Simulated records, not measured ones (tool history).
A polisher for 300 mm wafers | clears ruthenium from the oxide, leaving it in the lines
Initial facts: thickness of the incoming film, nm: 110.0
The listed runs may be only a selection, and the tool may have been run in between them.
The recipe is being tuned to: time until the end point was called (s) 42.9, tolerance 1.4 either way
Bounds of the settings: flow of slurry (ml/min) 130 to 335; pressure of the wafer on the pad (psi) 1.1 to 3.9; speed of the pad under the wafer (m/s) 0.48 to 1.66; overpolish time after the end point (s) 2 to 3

| run | hour | flow of slurry (ml/min) | pressure of the wafer on the pad (psi) | speed of the pad under the wafer (m/s) | overpolish time after the end point (s) | time until the end point was called (s) |
|---|---|---|---|---|---|---|
| 1 | 0 | 215 | 2.5 | 1.06 | 3 | 64.76 |
| 2 | 1.4 | 215 | 2.5 | 1.06 | 3 | 63.914 |
| 3 | 8.9 | 215 | 2.5 | 1.06 | 3 | 63.334 |
| 4 | 11.7 | 220 | 2.8 | 1.06 | 3 | 56.473 |
| 5 | 16.7 | 220 | 2.8 | 1.3 | 3 | 47.191 |
| 6 | 25 | 220 | 2.8 | 1.12 | 3 | 53.506 |
| 7 | 30.8 | 225 | 2.9 | 1.12 | 3 | 51.972 |
| 8 | 36.9 | 225 | 3 | 1.12 | 3 | 51.602 |
| 9 | 41.4 | 225 | 3.2 | 1.12 | 3 | 47.42 |

Exactly one of the 4 candidate moves below puts every result within its allowed miss. Which one?
| A | 45.9 | 290 | 3.4 | 1.14 | 2 | ? |
| B | 45.9 | 235 | 3.3 | 1.28 | 3 | ? |
| C | 45.9 | 200 | 2.9 | 1.3 | 3 | ? |
| D | 45.9 | 195 | 3.4 | 1.34 | 3 | ? |

| move | time until the end point was called (s) |
|---|---|
| A | 42.435 |
| B | 40.342 |
| C | 46.127 |
| D | 38.583 |
A: every result lands within tolerance
B: takes the biggest miss from the last run beyond its target
C: nearer the targets than the last run, but a result is still out of spec
D: takes the biggest miss from the last run beyond its target
Correct choice: A, which meets every target
